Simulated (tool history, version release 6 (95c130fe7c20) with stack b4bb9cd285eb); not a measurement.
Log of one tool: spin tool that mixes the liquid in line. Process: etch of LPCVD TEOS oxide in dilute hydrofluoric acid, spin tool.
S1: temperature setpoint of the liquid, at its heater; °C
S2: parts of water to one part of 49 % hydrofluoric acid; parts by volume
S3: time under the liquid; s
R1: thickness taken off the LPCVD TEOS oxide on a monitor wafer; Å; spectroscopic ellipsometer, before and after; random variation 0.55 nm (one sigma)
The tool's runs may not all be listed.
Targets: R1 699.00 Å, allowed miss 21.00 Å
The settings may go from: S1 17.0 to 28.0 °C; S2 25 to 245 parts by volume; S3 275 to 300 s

run    day    S1   S2   S3      R1
  1  0.000  20.0  135  275  317.59
  2  0.325  20.0  115  275  385.82
  3  0.617  22.5  105  275  471.70
  4  0.650  22.5   85  275  595.99
  5  0.717  23.5   85  275  613.95
  6  0.858  23.5   85  275  624.94
  7  0.942  24.0   85  275  633.87
  8  1.096  24.5   85  275  654.48
  9  1.425  25.0   85  275  657.69
 10  1.562  25.5   85  275  669.37

Which of these 5 next moves meets every target?
  A  1.700  26.0  90  275   ?
  B  1.700  22.0  70  290   ?
  C  1.700  23.0  70  275   ?
  D  1.700  22.5  70  280   ?
  E  1.700  27.5  90  280   ?

move      R1
   A  637.04
   B  754.29
   C  745.23
   D  743.41
   E  687.64
A: further off than the last run
B: takes the result that was furthest off past its target
C: takes the result that was furthest off past its target
D: takes the result that was furthest off past its target
E: meets every target
The right move is E.

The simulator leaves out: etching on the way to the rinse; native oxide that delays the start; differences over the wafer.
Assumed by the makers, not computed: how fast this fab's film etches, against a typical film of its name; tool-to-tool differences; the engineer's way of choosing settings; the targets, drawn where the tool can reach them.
